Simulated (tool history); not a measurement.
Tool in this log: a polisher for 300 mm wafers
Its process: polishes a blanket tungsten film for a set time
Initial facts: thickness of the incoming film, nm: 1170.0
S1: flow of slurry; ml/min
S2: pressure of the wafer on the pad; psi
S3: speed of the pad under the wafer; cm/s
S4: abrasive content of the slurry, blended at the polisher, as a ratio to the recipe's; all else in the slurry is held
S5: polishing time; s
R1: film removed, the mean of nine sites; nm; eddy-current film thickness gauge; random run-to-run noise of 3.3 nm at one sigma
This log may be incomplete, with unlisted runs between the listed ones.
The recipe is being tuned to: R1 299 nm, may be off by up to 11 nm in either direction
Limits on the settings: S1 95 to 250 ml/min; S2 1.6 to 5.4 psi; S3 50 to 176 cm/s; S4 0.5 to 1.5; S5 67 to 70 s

{"run": 1, "day": 0.0, "S1": 160, "S2": 3.5, "S3": 112, "S4": 1, "S5": 67, "R1": 367.42}
{"run": 2, "day": 0.346, "S1": 160, "S2": 3.5, "S3": 112, "S4": 1, "S5": 70, "R1": 391.37}
{"run": 3, "day": 0.521, "S1": 195, "S2": 3.5, "S3": 112, "S4": 1, "S5": 70, "R1": 402.3}
{"run": 4, "day": 0.583, "S1": 175, "S2": 3.5, "S3": 112, "S4": 1, "S5": 70, "R1": 385.65}
{"run": 5, "day": 0.858, "S1": 175, "S2": 3.3, "S3": 112, "S4": 1, "S5": 70, "R1": 367.75}
{"run": 6, "day": 1.212, "S1": 175, "S2": 3.2, "S3": 112, "S4": 1, "S5": 70, "R1": 353.01}
{"run": 7, "day": 1.317, "S1": 175, "S2": 3.1, "S3": 112, "S4": 1, "S5": 70, "R1": 356.56}
{"run": 8, "day": 1.442, "S1": 175, "S2": 2.9, "S3": 112, "S4": 1, "S5": 70, "R1": 334.22}
{"run": 9, "day": 1.671, "S1": 175, "S2": 2.8, "S3": 112, "S4": 1, "S5": 70, "R1": 319.86}
{"run": 10, "day": 1.812, "S1": 175, "S2": 2.7, "S3": 112, "S4": 1, "S5": 70, "R1": 312.11}

Next run, 4 choices. One meets every target within its allowed miss, the rest don't. Which?
{"run": "A", "day": 1.954, "S1": 165, "S2": 3.2, "S3": 96, "S4": 1.2, "S5": 69, "R1": "?"}
{"run": "B", "day": 1.954, "S1": 140, "S2": 2.7, "S3": 122, "S4": 0.95, "S5": 69, "R1": "?"}
{"run": "C", "day": 1.954, "S1": 200, "S2": 2.5, "S3": 124, "S4": 1.1, "S5": 67, "R1": "?"}
{"run": "D", "day": 1.954, "S1": 130, "S2": 3.1, "S3": 92, "S4": 1.35, "S5": 70, "R1": "?"}

move=A R1=316.44
move=B R1=320.85
move=C R1=325.93
move=D R1=297.72
A: its largest miss is bigger than the last run's
B: its largest miss is bigger than the last run's
C: its largest miss is bigger than the last run's
D: every result lands within tolerance
The right move is D.
